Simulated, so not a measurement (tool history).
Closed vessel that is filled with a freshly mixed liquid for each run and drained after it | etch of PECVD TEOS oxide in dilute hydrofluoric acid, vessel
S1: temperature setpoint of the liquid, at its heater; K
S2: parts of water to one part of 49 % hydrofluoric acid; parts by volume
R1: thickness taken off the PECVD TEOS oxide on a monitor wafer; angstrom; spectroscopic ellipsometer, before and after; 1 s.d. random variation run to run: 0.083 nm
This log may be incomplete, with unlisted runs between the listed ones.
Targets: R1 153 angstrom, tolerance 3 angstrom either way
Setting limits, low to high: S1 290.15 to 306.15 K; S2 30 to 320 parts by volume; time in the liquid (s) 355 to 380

{"run": 1, "hour": 0.0, "S1": 298.15, "S2": 175, "time in the liquid (s)": 355, "R1": 169.63}
{"run": 2, "hour": 5.7, "S1": 298.15, "S2": 175, "time in the liquid (s)": 355, "R1": 169.88}
{"run": 3, "hour": 8.1, "S1": 297.65, "S2": 175, "time in the liquid (s)": 355, "R1": 167.46}
{"run": 4, "hour": 15.6, "S1": 299.15, "S2": 175, "time in the liquid (s)": 355, "R1": 176.24}
{"run": 5, "hour": 17.7, "S1": 298.15, "S2": 175, "time in the liquid (s)": 355, "R1": 168.48}
{"run": 6, "hour": 22.2, "S1": 297.65, "S2": 175, "time in the liquid (s)": 355, "R1": 167.32}
{"run": 7, "hour": 28.2, "S1": 297.15, "S2": 175, "time in the liquid (s)": 355, "R1": 162.55}
{"run": 8, "hour": 33.2, "S1": 296.65, "S2": 175, "time in the liquid (s)": 355, "R1": 159.94}
{"run": 9, "hour": 38.3, "S1": 296.15, "S2": 175, "time in the liquid (s)": 355, "R1": 157.17}

Pick the move, out of 4, that brings all results within their allowed miss; only one does.
{"run": "A", "hour": 43.4, "S1": 295.15, "S2": 180, "time in the liquid (s)": 355, "R1": "?"}
{"run": "B", "hour": 43.4, "S1": 297.15, "S2": 190, "time in the liquid (s)": 355, "R1": "?"}
{"run": "C", "hour": 43.4, "S1": 294.65, "S2": 160, "time in the liquid (s)": 355, "R1": "?"}
{"run": "D", "hour": 43.4, "S1": 297.15, "S2": 185, "time in the liquid (s)": 355, "R1": "?"}

move=A R1=145.85
move=B R1=147.42
move=C R1=164.38
move=D R1=152.23
A: moves the result that the last run missed by most past its target, out the other side
B: moves the result that the last run missed by most past its target, out the other side
C: moves away from the targets compared with the last run
D: hits every target within its allowed miss
Answer: D
